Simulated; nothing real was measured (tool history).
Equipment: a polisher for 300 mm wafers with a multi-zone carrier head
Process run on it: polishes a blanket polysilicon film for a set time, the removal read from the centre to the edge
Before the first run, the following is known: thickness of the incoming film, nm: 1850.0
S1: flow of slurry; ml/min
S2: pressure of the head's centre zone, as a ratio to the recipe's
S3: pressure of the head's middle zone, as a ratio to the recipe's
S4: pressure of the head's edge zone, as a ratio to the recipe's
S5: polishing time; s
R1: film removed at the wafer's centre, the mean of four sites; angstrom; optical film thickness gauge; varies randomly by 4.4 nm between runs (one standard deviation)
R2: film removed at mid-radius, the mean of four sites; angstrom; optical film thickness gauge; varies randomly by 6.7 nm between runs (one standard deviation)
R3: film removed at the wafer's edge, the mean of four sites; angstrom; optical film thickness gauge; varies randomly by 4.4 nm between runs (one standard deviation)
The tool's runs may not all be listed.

run 1 day=0 | S1=275 S2=1 S3=1 S4=1 S5=69 | R1=5222.7 R2=5386.6 R3=5375.6
run 2 day=0.1 | S1=285 S2=1.03 S3=1 S4=1.02 S5=70 | R1=5395.5 R2=5535.9 R3=5571.7
run 3 day=0.292 | S1=285 S2=1.03 S3=1 S4=1.02 S5=82 | R1=6346.9 R2=6444 R3=6517.3
run 4 day=0.546 | S1=285 S2=1.06 S3=1 S4=1.02 S5=82 | R1=6458.7 R2=6375.6 R3=6436.4
run 5 day=0.846 | S1=280 S2=1.07 S3=0.99 S4=1.01 S5=82 | R1=6522 R2=6416 R3=6524.6
-- day=0.938 slurry nozzle cleaned
run 6 day=0.938 | S1=280 S2=1.07 S3=0.99 S4=0.96 S5=82 | R1=6697.2 R2=6656.3 R3=6474.8

What will run 7 give?
run 7 day=1.167 | S1=275 S2=1.08 S3=0.97 S4=0.96 S5=81 | R1=? R2=? R3=?

For run 7 the tool returned R1 6680.5 angstrom, R2 6417.2 angstrom, R3 6359.2 angstrom.
